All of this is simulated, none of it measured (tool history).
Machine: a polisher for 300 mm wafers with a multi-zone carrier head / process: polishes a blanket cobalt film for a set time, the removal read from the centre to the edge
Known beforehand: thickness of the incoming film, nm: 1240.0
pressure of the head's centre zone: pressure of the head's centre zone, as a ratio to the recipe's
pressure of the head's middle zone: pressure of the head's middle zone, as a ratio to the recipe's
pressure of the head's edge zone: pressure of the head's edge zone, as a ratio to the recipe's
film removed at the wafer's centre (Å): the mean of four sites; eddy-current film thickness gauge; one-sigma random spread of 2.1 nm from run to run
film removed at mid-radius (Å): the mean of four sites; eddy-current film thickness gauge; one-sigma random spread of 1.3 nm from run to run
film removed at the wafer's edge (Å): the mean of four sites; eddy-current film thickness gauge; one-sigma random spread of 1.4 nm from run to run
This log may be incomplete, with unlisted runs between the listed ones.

run,hour,flow of slurry (ml/min),pressure of the head's centre zone,pressure of the head's middle zone,pressure of the head's edge zone,polishing time (s),film removed at the wafer's centre (Å),film removed at mid-radius (Å),film removed at the wafer's edge (Å)
1,0,160,1,1,1,39,1595.7,1562.7,1623.7
2,5.4,175,1,1,1,39,1599,1602.6,1646.7
3,8.5,160,1.01,0.97,0.98,39,1591,1537.5,1646.3
4,12.6,150,1.04,0.97,0.97,38,1588.1,1490.2,1592.9
5,14.5,150,1.04,0.97,0.97,48,1986.7,1901.8,1990
6,15,150,1.05,0.95,0.95,44,1904.3,1697.6,1813.4
7,21,145,1.03,0.94,0.93,42,1734.5,1588.3,1701.2
8,24.8,140,1.02,0.92,0.9,41,1671.1,1527.6,1645.1
9,33.1,135,1.02,0.91,0.88,40,1585.4,1456.1,1574.2
10,37.9,130,1.03,0.9,0.86,40,1653.2,1458.8,1548.9

The next listed run, before its measurement:
11,44.3,125,1.02,0.89,0.85,40,?,?,?

film removed at the wafer's centre (Å): 1600.4
film removed at mid-radius (Å): 1418.4
film removed at the wafer's edge (Å): 1551.7
